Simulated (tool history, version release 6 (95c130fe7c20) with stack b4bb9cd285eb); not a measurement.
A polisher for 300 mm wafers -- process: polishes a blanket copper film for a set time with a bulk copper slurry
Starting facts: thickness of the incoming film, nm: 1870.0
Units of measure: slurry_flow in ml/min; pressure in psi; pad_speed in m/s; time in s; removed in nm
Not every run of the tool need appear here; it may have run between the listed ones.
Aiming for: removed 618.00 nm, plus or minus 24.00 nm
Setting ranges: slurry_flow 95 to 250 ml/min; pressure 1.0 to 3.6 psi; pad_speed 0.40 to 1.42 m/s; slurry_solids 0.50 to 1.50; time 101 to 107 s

run  hour  slurry_flow  pressure  pad_speed  slurry_solids  time  removed
  1   0.0          160       2.3       0.90           1.00   101   741.21
  2   3.3          160       2.3       1.08           1.00   101   851.29
  3   9.2          160       2.2       1.08           1.00   101   833.74
  4  14.0          160       1.9       1.08           1.00   101   731.91
  5  19.3          135       1.9       1.08           1.00   101   684.59
  6  21.1          135       1.9       1.08           1.00   107   747.47
  7  29.7          130       1.8       1.08           1.00   107   711.17
  8  31.9          125       1.8       1.08           1.00   107   696.26
  9  33.9          120       1.8       1.08           1.00   107   678.02
 10  40.0          115       1.8       1.08           1.00   107   680.21

Which of these 5 next moves meets every target?
  A  46.1          195       1.7       1.10           1.05   107        ?
  B  46.1          100       2.4       0.74           0.95   107        ?
  C  46.1          120       1.6       1.00           1.00   104        ?
  D  46.1          110       1.6       1.12           0.95   101        ?
  E  46.1          120       1.6       1.00           0.95   104        ?

move  removed
   A   727.00
   B   610.71
   C   554.92
   D   578.36
   E   548.26
A: further off than the last run
B: in spec on every target
C: moves the result that the last run missed by most past its target, out the other side
D: moves the result that the last run missed by most past its target, out the other side
E: moves the result that the last run missed by most past its target, out the other side
So the answer is move B, the one that meets all the targets.

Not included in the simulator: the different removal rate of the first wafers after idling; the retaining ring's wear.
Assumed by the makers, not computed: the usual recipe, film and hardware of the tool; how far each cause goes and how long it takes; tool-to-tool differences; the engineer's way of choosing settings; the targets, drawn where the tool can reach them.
